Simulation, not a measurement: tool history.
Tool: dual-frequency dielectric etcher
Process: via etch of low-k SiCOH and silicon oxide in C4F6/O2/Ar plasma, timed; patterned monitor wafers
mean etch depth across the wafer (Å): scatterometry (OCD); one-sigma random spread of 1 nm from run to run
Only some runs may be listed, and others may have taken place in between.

run  hour  source power (W)  bias power (W)  etch time (s)  mean etch depth across the wafer (Å)
  1     0               320             230             69                                1822.5
  2   6.1               340             234             69                                1897.3
  3  13.4               360             235             69                                1929.8
  4  17.6               360             252             69                                2002.3
  5    26               370             253             69                                2025.2
  6  34.8               370             253             69                                2039.1
  7  39.4               380             254             69                                2049.2
  8    47               390             255             69                                2082.8

Run 9 has not been measured yet. What should we expect?
  9  53.9               400             256             69                                     ?

{"run 9": {"mean etch depth across the wafer (Å)": 2110.9}}

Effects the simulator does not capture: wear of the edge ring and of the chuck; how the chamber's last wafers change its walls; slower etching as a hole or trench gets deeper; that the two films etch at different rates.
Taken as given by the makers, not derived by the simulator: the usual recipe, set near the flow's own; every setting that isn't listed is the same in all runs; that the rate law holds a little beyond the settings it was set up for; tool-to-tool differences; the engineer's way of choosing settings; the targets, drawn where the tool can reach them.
